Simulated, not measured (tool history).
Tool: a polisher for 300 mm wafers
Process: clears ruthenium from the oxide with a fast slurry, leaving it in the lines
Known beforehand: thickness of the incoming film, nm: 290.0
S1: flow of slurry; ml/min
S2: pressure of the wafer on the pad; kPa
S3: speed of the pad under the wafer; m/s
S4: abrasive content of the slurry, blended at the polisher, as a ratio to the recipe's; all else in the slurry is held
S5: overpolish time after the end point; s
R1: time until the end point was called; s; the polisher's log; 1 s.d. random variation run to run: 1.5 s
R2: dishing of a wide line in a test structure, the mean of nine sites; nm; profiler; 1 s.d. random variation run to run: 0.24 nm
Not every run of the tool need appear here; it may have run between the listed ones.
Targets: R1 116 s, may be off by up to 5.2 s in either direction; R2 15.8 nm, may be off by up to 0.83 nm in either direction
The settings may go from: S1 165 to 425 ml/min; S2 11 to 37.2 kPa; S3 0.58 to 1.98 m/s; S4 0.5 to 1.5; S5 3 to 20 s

run 1 hour=0 | S1=275 S2=24.1 S3=1.28 S4=1 S5=10 | R1=49.581 R2=40.15
run 2 hour=7.4 | S1=320 S2=24.1 S3=1.28 S4=1 S5=10 | R1=50.301 R2=40.81
run 3 hour=10.3 | S1=320 S2=21.4 S3=1.14 S4=1 S5=9 | R1=62.709 R2=31.764
run 4 hour=13.1 | S1=320 S2=19.3 S3=1.04 S4=1 S5=8 | R1=73.031 R2=24.248
run 5 hour=20 | S1=320 S2=19.3 S3=1.04 S4=1 S5=11 | R1=71.577 R2=32.747
run 6 hour=26.4 | S1=320 S2=17.9 S3=0.94 S4=1 S5=10 | R1=85.845 R2=25.292
run 7 hour=34.4 | S1=315 S2=15.9 S3=0.92 S4=1 S5=9 | R1=96.658 R2=20.869
run 8 hour=41.7 | S1=315 S2=15.9 S3=0.92 S4=1 S5=9 | R1=96.994 R2=20.522
run 9 hour=45.4 | S1=300 S2=15.2 S3=0.92 S4=1 S5=9 | R1=100.83 R2=19.9
run 10 hour=51.6 | S1=290 S2=14.5 S3=0.92 S4=1 S5=9 | R1=104.65 R2=19.968
run 11 hour=57.6 | S1=295 S2=13.8 S3=0.92 S4=1 S5=9 | R1=106.13 R2=18.978
run 12 hour=62.1 | S1=295 S2=13.1 S3=0.92 S4=1 S5=9 | R1=111.21 R2=17.924

Which single option among these 4 for the next run brings every result within its allowed miss of target? Just one does.
run A hour=66.6 | S1=240 S2=15.2 S3=0.8 S4=1.1 S5=11 | R1=? R2=?
run B hour=66.6 | S1=270 S2=13.1 S3=0.92 S4=0.95 S5=9 | R1=? R2=?
run C hour=66.6 | S1=240 S2=13.1 S3=0.92 S4=1.15 S5=10 | R1=? R2=?
run D hour=66.6 | S1=325 S2=11.7 S3=0.96 S4=1.05 S5=8 | R1=? R2=?

move=A R1=113.61 R2=21.676
move=B R1=115.09 R2=17.774
move=C R1=109.7 R2=20.502
move=D R1=115.02 R2=15.92
A: its largest miss is bigger than the last run's
B: closes in on the targets versus the last run, not all within tolerance yet
C: its largest miss is bigger than the last run's
D: hits every target within its allowed miss
So the answer is move D, the one that meets all the targets.
